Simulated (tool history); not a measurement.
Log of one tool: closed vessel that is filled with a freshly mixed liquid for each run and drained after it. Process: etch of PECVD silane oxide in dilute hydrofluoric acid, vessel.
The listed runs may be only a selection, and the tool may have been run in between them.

run	hour	temperature setpoint of the liquid (°C)	parts of water to one part of 49 % hydrofluoric acid (parts by volume)	time in the liquid (s)	thickness taken off the PECVD silane oxide on a monitor wafer (angstrom)
1	0	21	205	150	212.88
2	3.2	21	205	165	234.19
3	8.2	20.5	215	165	215.81
4	11.2	20.5	185	165	261.9
5	13.6	20.5	215	165	214.23
6	18.9	20	220	165	207.27

Run 7 has not been measured yet. What should we expect?
7	21.4	17	265	165	?

thickness taken off the PECVD silane oxide on a monitor wafer (angstrom): 145.77

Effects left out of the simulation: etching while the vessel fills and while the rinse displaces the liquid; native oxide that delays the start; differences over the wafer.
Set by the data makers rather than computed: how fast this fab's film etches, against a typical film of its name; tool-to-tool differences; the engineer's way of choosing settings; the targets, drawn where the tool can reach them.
